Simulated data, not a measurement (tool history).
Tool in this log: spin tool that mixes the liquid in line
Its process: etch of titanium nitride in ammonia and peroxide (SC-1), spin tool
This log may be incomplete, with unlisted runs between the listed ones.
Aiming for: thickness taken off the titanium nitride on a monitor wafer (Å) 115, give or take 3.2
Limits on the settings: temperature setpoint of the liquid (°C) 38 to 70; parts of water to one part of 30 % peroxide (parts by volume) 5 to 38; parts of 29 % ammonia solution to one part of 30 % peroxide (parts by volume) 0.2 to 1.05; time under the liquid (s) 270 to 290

| run | day | temperature setpoint of the liquid (°C) | parts of water to one part of 30 % peroxide (parts by volume) | parts of 29 % ammonia solution to one part of 30 % peroxide (parts by volume) | time under the liquid (s) | thickness taken off the titanium nitride on a monitor wafer (Å) |
|---|---|---|---|---|---|---|
| 1 | 0 | 54 | 21 | 0.55 | 270 | 242.82 |
| 2 | 0.254 | 54 | 21 | 0.75 | 270 | 255.02 |
| 3 | 0.446 | 60 | 21 | 0.75 | 270 | 381.21 |
| 4 | 0.508 | 60 | 21 | 0.75 | 270 | 384.16 |
| 5 | 0.575 | 60 | 21 | 0.95 | 270 | 399.8 |
| 6 | 0.808 | 60 | 21 | 0.95 | 270 | 397.6 |
| 7 | 1.071 | 58 | 21 | 0.95 | 270 | 350.14 |
| 8 | 1.279 | 56 | 21 | 0.95 | 270 | 306.19 |
| 9 | 1.462 | 48 | 21.5 | 0.95 | 270 | 174.63 |
| 10 | 1.7 | 47.5 | 21.5 | 0.95 | 270 | 166.9 |
| 11 | 1.879 | 47 | 21.5 | 0.95 | 270 | 163.04 |
| 12 | 1.992 | 41 | 21.5 | 0.95 | 270 | 104.8 |

Exactly one of the 5 candidate moves below puts every result within its allowed miss. Which one?
| A | 2.104 | 42.5 | 23 | 0.95 | 290 | ? |
| B | 2.104 | 41 | 21 | 0.95 | 270 | ? |
| C | 2.104 | 42.5 | 22 | 0.95 | 280 | ? |
| D | 2.104 | 43 | 24 | 0.9 | 290 | ? |
| E | 2.104 | 43 | 23 | 0.9 | 270 | ? |

| move | thickness taken off the titanium nitride on a monitor wafer (Å) |
|---|---|
| A | 121.5 |
| B | 106.54 |
| C | 120.22 |
| D | 121.89 |
| E | 116.2 |
A: carries the result that was furthest off beyond its target, to the other side
B: closer than the last run, but not yet in spec
C: carries the result that was furthest off beyond its target, to the other side
D: carries the result that was furthest off beyond its target, to the other side
E: every result within its allowed miss
E meets every target.
